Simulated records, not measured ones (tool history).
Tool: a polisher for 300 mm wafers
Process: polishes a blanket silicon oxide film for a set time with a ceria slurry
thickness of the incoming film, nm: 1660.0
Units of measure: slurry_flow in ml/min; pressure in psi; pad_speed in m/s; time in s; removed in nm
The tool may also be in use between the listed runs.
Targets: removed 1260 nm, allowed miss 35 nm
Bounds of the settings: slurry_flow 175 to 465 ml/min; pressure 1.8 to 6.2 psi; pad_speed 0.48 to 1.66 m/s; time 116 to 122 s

run 1 hour=0 | slurry_flow=295 pressure=4 pad_speed=1.06 time=116 | removed=789.28
run 2 hour=7.9 | slurry_flow=295 pressure=4 pad_speed=0.88 time=116 | removed=654.27
run 3 hour=15.9 | slurry_flow=295 pressure=3.5 pad_speed=0.88 time=116 | removed=608.15
run 4 hour=22.7 | slurry_flow=295 pressure=4.2 pad_speed=0.94 time=116 | removed=728.43
run 5 hour=25.4 | slurry_flow=295 pressure=4.7 pad_speed=0.98 time=116 | removed=817.07
run 6 hour=30.7 | slurry_flow=295 pressure=4.7 pad_speed=0.98 time=116 | removed=808.4
run 7 hour=39.1 | slurry_flow=295 pressure=5.1 pad_speed=1.04 time=116 | removed=911.91
run 8 hour=42.7 | slurry_flow=295 pressure=5.4 pad_speed=1.08 time=116 | removed=988.16
run 9 hour=47.8 | slurry_flow=295 pressure=5.6 pad_speed=1.12 time=116 | removed=1049.8
run 10 hour=53.3 | slurry_flow=295 pressure=5.8 pad_speed=1.14 time=116 | removed=1087.4
run 11 hour=55.9 | slurry_flow=295 pressure=5.9 pad_speed=1.16 time=116 | removed=1121.1
run 12 hour=63.6 | slurry_flow=295 pressure=6 pad_speed=1.18 time=116 | removed=1155.6
run 13 hour=71.9 | slurry_flow=295 pressure=6.1 pad_speed=1.2 time=116 | removed=1200.1

Exercise: of the 4 proposed moves below, exactly one satisfies all targets within the stated allowed misses. Which move is it?
run A hour=80.2 | slurry_flow=315 pressure=5.2 pad_speed=1.28 time=117 | removed=?
run B hour=80.2 | slurry_flow=370 pressure=6.2 pad_speed=1.16 time=122 | removed=?
run C hour=80.2 | slurry_flow=370 pressure=6.2 pad_speed=1 time=122 | removed=?
run D hour=80.2 | slurry_flow=275 pressure=5.7 pad_speed=1.14 time=116 | removed=?

move=A removed=1153.8
move=B removed=1258
move=C removed=1089.3
move=D removed=1076.4
A: misses by more than the last run did
B: each result inside its tolerance
C: misses by more than the last run did
D: misses by more than the last run did
The move that meets every target is B.
